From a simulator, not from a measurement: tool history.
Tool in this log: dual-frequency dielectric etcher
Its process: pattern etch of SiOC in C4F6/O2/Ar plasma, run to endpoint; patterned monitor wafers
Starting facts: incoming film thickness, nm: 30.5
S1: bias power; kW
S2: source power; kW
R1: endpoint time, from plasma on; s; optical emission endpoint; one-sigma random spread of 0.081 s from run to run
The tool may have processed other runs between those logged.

| run | day | S1 | S2 | R1 |
|---|---|---|---|---|
| 1 | 0 | 0.4 | 0.36 | 11.437 |
| 2 | 0.225 | 0.372 | 0.35 | 12.109 |
| 3 | 0.5 | 0.372 | 0.4 | 11.484 |
| 4 | 0.692 | 0.346 | 0.39 | 11.869 |
| 5 | 0.775 | 0.373 | 0.39 | 11.419 |
| 6 | 1.117 | 0.373 | 0.36 | 11.877 |
| 7 | 1.338 | 0.351 | 0.35 | 12.166 |
| 8 | 1.633 | 0.331 | 0.34 | 12.677 |
| 9 | 1.775 | 0.319 | 0.34 | 12.754 |
| 10 | 2.046 | 0.308 | 0.34 | 13.025 |

Estimate the outcome of run 11 from the log above:
| 11 | 2.146 | 0.301 | 0.34 | ? |

{"run 11": {"R1": 13.214}}
